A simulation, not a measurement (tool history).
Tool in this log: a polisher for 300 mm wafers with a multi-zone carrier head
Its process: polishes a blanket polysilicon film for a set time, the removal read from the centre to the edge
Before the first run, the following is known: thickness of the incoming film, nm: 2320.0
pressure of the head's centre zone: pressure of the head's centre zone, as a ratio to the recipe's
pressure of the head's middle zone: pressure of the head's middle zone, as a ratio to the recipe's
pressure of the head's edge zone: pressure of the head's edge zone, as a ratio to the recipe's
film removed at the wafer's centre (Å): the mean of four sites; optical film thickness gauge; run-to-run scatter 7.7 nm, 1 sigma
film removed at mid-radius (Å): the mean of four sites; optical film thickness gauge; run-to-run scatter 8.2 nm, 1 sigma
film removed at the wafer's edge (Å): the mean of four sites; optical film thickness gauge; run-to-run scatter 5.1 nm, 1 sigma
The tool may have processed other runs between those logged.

run  hour  flow of slurry (ml/min)  pressure of the head's centre zone  pressure of the head's middle zone  pressure of the head's edge zone  polishing time (s)  film removed at the wafer's centre (Å)  film removed at mid-radius (Å)  film removed at the wafer's edge (Å)
  1   0.0                      270                                1.00                                1.00                              1.00                  88                                  7022.5                          6515.0                                6697.9
  2   2.3                      305                                1.00                                1.00                              1.00                  88                                  7116.6                          6798.3                                6829.7
  3   3.9                      305                                1.00                                1.00                              0.96                  88                                  6965.7                          6880.3                                6589.5
  4   5.6                      235                                1.00                                1.00                              0.96                  88                                  6687.8                          6573.9                                6623.5
  5  10.6                      235                                1.00                                1.00                              0.96                  67                                  5168.0                          5080.9                                4979.7
  6  19.4                      230                                0.98                                1.01                              0.99                  70                                  5338.0                          5483.5                                5276.5
  7  27.9                      220                                0.96                                1.00                              1.01                  72                                  5393.0                          5303.4                                5383.0

Run 8 is up next; what results do you expect?
  8  32.5                      295                                0.86                                1.08                              1.11                  84                                       ?                               ?                                     ?

Run 8 measured film removed at the wafer's centre (Å) 5708.0, film removed at mid-radius (Å) 6827.4, film removed at the wafer's edge (Å) 6721.5.

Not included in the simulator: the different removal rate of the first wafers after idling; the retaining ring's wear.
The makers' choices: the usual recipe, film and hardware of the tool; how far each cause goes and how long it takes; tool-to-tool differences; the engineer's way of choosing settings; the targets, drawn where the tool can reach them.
